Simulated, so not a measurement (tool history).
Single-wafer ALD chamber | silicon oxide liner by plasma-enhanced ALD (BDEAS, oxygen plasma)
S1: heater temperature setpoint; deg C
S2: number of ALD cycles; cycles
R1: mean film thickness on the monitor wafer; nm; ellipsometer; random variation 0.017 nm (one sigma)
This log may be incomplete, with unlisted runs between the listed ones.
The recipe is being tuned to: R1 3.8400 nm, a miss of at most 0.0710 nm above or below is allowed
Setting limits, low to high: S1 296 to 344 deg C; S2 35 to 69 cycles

{"run": 1, "hour": 0.0, "S1": 320, "S2": 52, "R1": 4.7261}
{"run": 2, "hour": 6.9, "S1": 320, "S2": 59, "R1": 5.3276}
{"run": 3, "hour": 8.4, "S1": 321, "S2": 57, "R1": 5.1343}
{"run": 4, "hour": 10.6, "S1": 322, "S2": 55, "R1": 4.9765}
{"run": 5, "hour": 14.2, "S1": 322, "S2": 61, "R1": 5.5107}
{"run": 6, "hour": 16.7, "S1": 333, "S2": 61, "R1": 5.4812}
{"run": 7, "hour": 22.9, "S1": 333, "S2": 58, "R1": 5.1648}
{"run": 8, "hour": 28.3, "S1": 336, "S2": 50, "R1": 4.4393}
{"run": 9, "hour": 31.7, "S1": 336, "S2": 49, "R1": 4.3434}
{"run": 10, "hour": 39.1, "S1": 336, "S2": 48, "R1": 4.2256}
{"run": 11, "hour": 41.9, "S1": 336, "S2": 47, "R1": 4.1841}
{"run": 12, "hour": 44.1, "S1": 336, "S2": 46, "R1": 4.1027}
{"run": 13, "hour": 50.3, "S1": 337, "S2": 42, "R1": 3.714}

Of the 4 settings listed for the next run, only one would bring every result within its allowed miss of target. Which one?
{"run": "A", "hour": 56.5, "S1": 342, "S2": 42, "R1": "?"}
{"run": "B", "hour": 56.5, "S1": 328, "S2": 43, "R1": "?"}
{"run": "C", "hour": 56.5, "S1": 344, "S2": 42, "R1": "?"}
{"run": "D", "hour": 56.5, "S1": 326, "S2": 41, "R1": "?"}

move=A R1=3.6908
move=B R1=3.8495
move=C R1=3.6809
move=D R1=3.6801
A: its largest miss is bigger than the last run's
B: hits every target within its allowed miss
C: its largest miss is bigger than the last run's
D: its largest miss is bigger than the last run's
Answer: B

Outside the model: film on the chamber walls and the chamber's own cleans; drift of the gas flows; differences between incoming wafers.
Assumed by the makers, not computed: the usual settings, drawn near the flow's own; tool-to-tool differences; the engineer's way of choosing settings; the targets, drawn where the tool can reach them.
